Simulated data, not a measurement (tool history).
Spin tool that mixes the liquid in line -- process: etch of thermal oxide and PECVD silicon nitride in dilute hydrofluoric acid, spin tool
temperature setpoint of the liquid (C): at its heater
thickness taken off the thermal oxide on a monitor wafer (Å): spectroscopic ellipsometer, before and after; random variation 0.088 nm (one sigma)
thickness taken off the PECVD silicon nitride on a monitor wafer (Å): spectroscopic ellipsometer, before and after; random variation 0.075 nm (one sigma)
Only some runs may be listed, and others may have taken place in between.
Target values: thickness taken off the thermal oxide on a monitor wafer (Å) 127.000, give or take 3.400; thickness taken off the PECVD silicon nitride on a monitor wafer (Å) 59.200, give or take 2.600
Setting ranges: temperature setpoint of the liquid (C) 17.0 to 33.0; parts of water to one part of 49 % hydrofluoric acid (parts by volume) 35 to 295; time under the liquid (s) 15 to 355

run	hour	temperature setpoint of the liquid (C)	parts of water to one part of 49 % hydrofluoric acid (parts by volume)	time under the liquid (s)	thickness taken off the thermal oxide on a monitor wafer (Å)	thickness taken off the PECVD silicon nitride on a monitor wafer (Å)
1	0.0	25.0	165	180	50.859	27.228
2	6.1	22.5	165	180	45.770	23.291
3	10.7	26.0	165	180	52.298	28.656
4	16.3	26.0	165	140	40.302	22.342
5	17.5	26.0	130	150	57.496	30.487
6	24.8	26.0	105	150	73.757	37.283
7	32.1	26.0	85	145	88.883	45.352
8	38.1	25.5	70	145	110.800	51.694
9	38.7	25.5	65	145	119.240	56.226

Next run, 5 choices. One meets every target within its allowed miss, the rest don't. Which?
A	39.3	25.5	55	130	?	?
B	39.3	28.5	55	115	?	?
C	39.3	22.5	35	90	?	?
D	39.3	21.5	35	95	?	?
E	39.3	27.0	70	150	?	?

move	thickness taken off the thermal oxide on a monitor wafer (Å)	thickness taken off the PECVD silicon nitride on a monitor wafer (Å)
A	127.410	60.472
B	127.080	65.164
C	125.750	53.132
D	127.240	52.348
E	120.140	60.714
A: all results land within tolerance of their targets
B: brings the last run's worst result on target, with another outside its allowed miss
C: brings the last run's worst result on target, with another outside its allowed miss
D: brings the last run's worst result on target, with another outside its allowed miss
E: an improvement on the last run, though not all results are within tolerance
A meets every target.
